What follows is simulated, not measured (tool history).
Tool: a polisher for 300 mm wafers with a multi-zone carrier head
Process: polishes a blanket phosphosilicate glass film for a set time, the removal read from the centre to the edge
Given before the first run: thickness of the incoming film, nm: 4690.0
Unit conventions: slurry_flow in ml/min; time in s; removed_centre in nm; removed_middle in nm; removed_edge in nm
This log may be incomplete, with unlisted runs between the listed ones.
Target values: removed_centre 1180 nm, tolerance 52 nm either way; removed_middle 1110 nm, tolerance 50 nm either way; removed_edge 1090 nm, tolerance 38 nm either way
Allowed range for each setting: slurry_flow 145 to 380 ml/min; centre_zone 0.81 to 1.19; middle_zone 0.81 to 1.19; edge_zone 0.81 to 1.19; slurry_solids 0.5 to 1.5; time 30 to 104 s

run	hour	slurry_flow	centre_zone	middle_zone	edge_zone	slurry_solids	time	removed_centre	removed_middle	removed_edge
1	0	245	1	1	1	1	67	767.4	759.26	797.49
2	8.9	250	1.03	1.02	1.02	1.1	67	827.08	784.61	836.04
3	17.8	250	1.03	1.09	1.02	1.1	67	825.39	819.93	843.92
4	18.5	255	1.04	1.11	1.01	1.2	68	877.95	877.96	886.03
5	20.5	255	1.04	1.11	0.96	1.2	68	890.4	897.98	865.66
6	29.3	260	1.05	1.12	0.97	1.25	69	906.83	956.01	902.21
7	31.8	260	1.08	1.11	0.98	1.3	70	975.74	943.46	922.39
8	38.5	265	1.09	1.12	0.99	1.35	71	1002.4	978.25	964.92
9	42.2	265	1.09	1.12	0.99	1.35	71	1033	968.35	973.06
10	47.9	270	1.09	1.13	0.99	1.4	72	1051	999.33	984.64
11	55.2	270	1.09	1.14	0.99	1.4	73	1085.1	1047.7	1014.1
12	59.2	275	1.09	1.15	1	1.4	73	1073.9	1028.4	1028
13	65.9	275	1.09	1.15	1	1.4	73	1074.8	1052.8	1028.5
14	68.9	280	1.1	1.16	1	1.4	73	1075	1038	999.92
15	77.3	280	1.1	1.16	1	1.4	74	1074.5	1074.4	1015.1

Which single option among these 4 for the next run brings every result within its allowed miss of target? Just one does.
A	85.7	320	1.19	1.19	0.9	1.2	76	?	?	?
B	85.7	255	1.12	1.14	1.05	1.45	68	?	?	?
C	85.7	310	1.12	1.12	1	1.4	77	?	?	?
D	85.7	325	1.06	0.9	1.03	1.5	74	?	?	?

move	removed_centre	removed_middle	removed_edge
A	1181.4	1074.7	962.71
B	1031.2	973.83	972.48
C	1191.5	1109.5	1085.4
D	1119.1	970.12	1092.3
A: gets the furthest-off result to its target, but another result is out of tolerance
B: further off than the last run
C: every result within its allowed miss
D: further off than the last run
The move that meets every target is C.
